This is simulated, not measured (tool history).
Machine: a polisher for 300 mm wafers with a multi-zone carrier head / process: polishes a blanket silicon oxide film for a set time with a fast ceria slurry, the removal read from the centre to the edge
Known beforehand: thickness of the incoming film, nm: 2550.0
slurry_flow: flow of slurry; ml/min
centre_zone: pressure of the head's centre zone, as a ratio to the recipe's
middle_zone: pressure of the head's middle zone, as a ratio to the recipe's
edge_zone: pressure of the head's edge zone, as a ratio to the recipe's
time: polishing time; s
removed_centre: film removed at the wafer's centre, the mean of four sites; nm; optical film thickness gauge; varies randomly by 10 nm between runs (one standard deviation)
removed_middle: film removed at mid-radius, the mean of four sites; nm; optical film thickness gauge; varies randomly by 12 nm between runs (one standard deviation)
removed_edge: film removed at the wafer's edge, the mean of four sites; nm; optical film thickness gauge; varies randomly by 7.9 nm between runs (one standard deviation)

| run | hour | slurry_flow | centre_zone | middle_zone | edge_zone | time | removed_centre | removed_middle | removed_edge |
|---|---|---|---|---|---|---|---|---|---|
| 1 | 0.0 | 175 | 1.00 | 1.00 | 1.00 | 40 | 919.86 | 1060.30 | 1031.30 |
| 2 | 5.0 | 175 | 1.03 | 0.98 | 0.97 | 40 | 981.27 | 1059.30 | 1035.90 |
| 3 | 12.0 | 175 | 1.03 | 0.98 | 1.03 | 40 | 947.23 | 1043.90 | 1072.80 |
| 4 | 18.1 | 145 | 1.03 | 0.98 | 1.03 | 40 | 939.82 | 1025.30 | 1044.20 |
| 5 | 25.1 | 140 | 1.05 | 0.96 | 1.00 | 39 | 943.78 | 954.95 | 994.97 |
| 6 | 26.0 | 140 | 1.05 | 1.02 | 1.00 | 39 | 925.95 | 1021.10 | 998.76 |
| 7 | 27.6 | 135 | 1.07 | 1.01 | 0.98 | 39 | 941.35 | 1003.40 | 980.81 |

The next listed run, before its measurement:
| 8 | 35.4 | 135 | 1.09 | 1.00 | 0.96 | 39 | ? | ? | ? |

removed_centre: 961.36 nm
removed_middle: 995.10 nm
removed_edge: 968.66 nm

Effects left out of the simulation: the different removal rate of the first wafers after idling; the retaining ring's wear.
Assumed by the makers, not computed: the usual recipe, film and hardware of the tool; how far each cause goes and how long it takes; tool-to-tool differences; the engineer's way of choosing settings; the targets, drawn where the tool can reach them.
